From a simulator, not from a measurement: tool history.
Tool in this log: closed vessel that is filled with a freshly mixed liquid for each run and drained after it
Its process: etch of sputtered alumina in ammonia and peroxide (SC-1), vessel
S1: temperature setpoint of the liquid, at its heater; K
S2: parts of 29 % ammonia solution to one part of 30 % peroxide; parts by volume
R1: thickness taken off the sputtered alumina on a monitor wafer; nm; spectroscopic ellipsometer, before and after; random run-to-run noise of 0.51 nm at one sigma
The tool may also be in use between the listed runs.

run 1 hour=0 | S1=330.15 S2=0.85 time_in_the_liquid_(s)=635 | R1=42.026
run 2 hour=2.6 | S1=332.15 S2=0.85 time_in_the_liquid_(s)=635 | R1=45.949
run 3 hour=4.1 | S1=332.15 S2=0.85 time_in_the_liquid_(s)=635 | R1=46.128
run 4 hour=8 | S1=332.15 S2=0.65 time_in_the_liquid_(s)=635 | R1=44.703
run 5 hour=15.4 | S1=327.15 S2=0.65 time_in_the_liquid_(s)=635 | R1=34.513
run 6 hour=16.7 | S1=327.15 S2=0.55 time_in_the_liquid_(s)=635 | R1=34.14
run 7 hour=22.1 | S1=327.15 S2=0.55 time_in_the_liquid_(s)=635 | R1=34.315

Run 8, settings as shown, results not yet in. Your forecast:
run 8 hour=24.3 | S1=330.65 S2=0.55 time_in_the_liquid_(s)=635 | R1=?

{"run 8": {"R1": 41.228}}

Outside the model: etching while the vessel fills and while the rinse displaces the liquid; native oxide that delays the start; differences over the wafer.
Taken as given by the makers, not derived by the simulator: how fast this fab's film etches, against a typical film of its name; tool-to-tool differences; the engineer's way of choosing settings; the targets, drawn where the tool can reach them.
